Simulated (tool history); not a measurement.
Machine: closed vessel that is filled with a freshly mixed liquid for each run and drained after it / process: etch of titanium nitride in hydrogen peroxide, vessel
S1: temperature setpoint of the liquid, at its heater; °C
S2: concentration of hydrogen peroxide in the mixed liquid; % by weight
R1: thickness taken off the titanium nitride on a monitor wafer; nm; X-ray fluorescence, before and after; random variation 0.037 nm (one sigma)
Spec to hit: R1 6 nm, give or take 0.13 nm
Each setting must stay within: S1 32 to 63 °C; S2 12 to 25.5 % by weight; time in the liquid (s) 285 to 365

run 1 hour=0 | S1=47 S2=17.5 time_in_the_liquid_(s)=365 | R1=8.0651
run 2 hour=4.6 | S1=47 S2=19.5 time_in_the_liquid_(s)=365 | R1=8.3383
run 3 hour=7.3 | S1=47 S2=19.5 time_in_the_liquid_(s)=365 | R1=8.3048
run 4 hour=9.9 | S1=46 S2=19.5 time_in_the_liquid_(s)=365 | R1=7.7532
run 5 hour=14.8 | S1=46 S2=19.5 time_in_the_liquid_(s)=365 | R1=7.7795
run 6 hour=21.7 | S1=39 S2=19.5 time_in_the_liquid_(s)=365 | R1=4.5761
run 7 hour=28.1 | S1=40 S2=19.5 time_in_the_liquid_(s)=365 | R1=4.9364
run 8 hour=32.1 | S1=40.5 S2=19.5 time_in_the_liquid_(s)=365 | R1=5.119
run 9 hour=40.3 | S1=41 S2=19.5 time_in_the_liquid_(s)=365 | R1=5.3051

4 candidate next runs follow, results not yet known. Just one meets every target within its allowed miss. Identify it.
run A hour=48.5 | S1=42 S2=17.5 time_in_the_liquid_(s)=365 | R1=?
run B hour=48.5 | S1=41.5 S2=21 time_in_the_liquid_(s)=285 | R1=?
run C hour=48.5 | S1=43 S2=19.5 time_in_the_liquid_(s)=355 | R1=?
run D hour=48.5 | S1=44 S2=17 time_in_the_liquid_(s)=325 | R1=?

move=A R1=5.598
move=B R1=4.3751
move=C R1=6.0098
move=D R1=5.761
A: nearer than the last run, and not there yet
B: the biggest miss grows against the last run
C: every result lands within tolerance
D: nearer than the last run, and not there yet
So the answer is move C, the one that meets all the targets.
